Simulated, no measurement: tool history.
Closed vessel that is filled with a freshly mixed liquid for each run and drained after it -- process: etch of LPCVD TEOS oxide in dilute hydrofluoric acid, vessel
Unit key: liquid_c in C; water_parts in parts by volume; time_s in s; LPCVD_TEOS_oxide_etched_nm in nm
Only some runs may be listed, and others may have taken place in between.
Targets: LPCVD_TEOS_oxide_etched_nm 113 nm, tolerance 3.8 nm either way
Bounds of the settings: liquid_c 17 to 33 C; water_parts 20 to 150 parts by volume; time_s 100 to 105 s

run 1 hour=0 | liquid_c=25 water_parts=85 time_s=100 | LPCVD_TEOS_oxide_etched_nm=72.02
run 2 hour=5.2 | liquid_c=26.5 water_parts=85 time_s=100 | LPCVD_TEOS_oxide_etched_nm=75.974
run 3 hour=11.7 | liquid_c=26.5 water_parts=85 time_s=105 | LPCVD_TEOS_oxide_etched_nm=80.725
run 4 hour=16.3 | liquid_c=25.5 water_parts=85 time_s=105 | LPCVD_TEOS_oxide_etched_nm=77.521
run 5 hour=20.1 | liquid_c=25.5 water_parts=85 time_s=100 | LPCVD_TEOS_oxide_etched_nm=74.667
run 6 hour=24.6 | liquid_c=25.5 water_parts=100 time_s=100 | LPCVD_TEOS_oxide_etched_nm=60.333
run 7 hour=31.3 | liquid_c=26.5 water_parts=95 time_s=100 | LPCVD_TEOS_oxide_etched_nm=67.286
run 8 hour=39.6 | liquid_c=27.5 water_parts=90 time_s=100 | LPCVD_TEOS_oxide_etched_nm=73.966
run 9 hour=41 | liquid_c=28.5 water_parts=85 time_s=100 | LPCVD_TEOS_oxide_etched_nm=82.808
run 10 hour=49 | liquid_c=29 water_parts=85 time_s=100 | LPCVD_TEOS_oxide_etched_nm=85.354
run 11 hour=50.4 | liquid_c=29.5 water_parts=85 time_s=100 | LPCVD_TEOS_oxide_etched_nm=85.721
run 12 hour=57 | liquid_c=29.5 water_parts=85 time_s=100 | LPCVD_TEOS_oxide_etched_nm=85.795
run 13 hour=64.1 | liquid_c=30 water_parts=85 time_s=100 | LPCVD_TEOS_oxide_etched_nm=86.88
run 14 hour=70 | liquid_c=33 water_parts=70 time_s=100 | LPCVD_TEOS_oxide_etched_nm=121.23
run 15 hour=76.6 | liquid_c=32.5 water_parts=70 time_s=100 | LPCVD_TEOS_oxide_etched_nm=119.92

Of the 4 settings listed for the next run, only one would bring every result within its allowed miss of target. Which one?
run A hour=83.2 | liquid_c=33 water_parts=75 time_s=100 | LPCVD_TEOS_oxide_etched_nm=?
run B hour=83.2 | liquid_c=31 water_parts=75 time_s=100 | LPCVD_TEOS_oxide_etched_nm=?
run C hour=83.2 | liquid_c=32.5 water_parts=70 time_s=105 | LPCVD_TEOS_oxide_etched_nm=?
run D hour=83.2 | liquid_c=29 water_parts=70 time_s=100 | LPCVD_TEOS_oxide_etched_nm=?

move=A LPCVD_TEOS_oxide_etched_nm=112.27
move=B LPCVD_TEOS_oxide_etched_nm=104.19
move=C LPCVD_TEOS_oxide_etched_nm=124.98
move=D LPCVD_TEOS_oxide_etched_nm=104.23
A: hits every target within its allowed miss
B: takes the result that was furthest off past its target
C: misses by more than the last run did
D: takes the result that was furthest off past its target
Move A is the one to make.
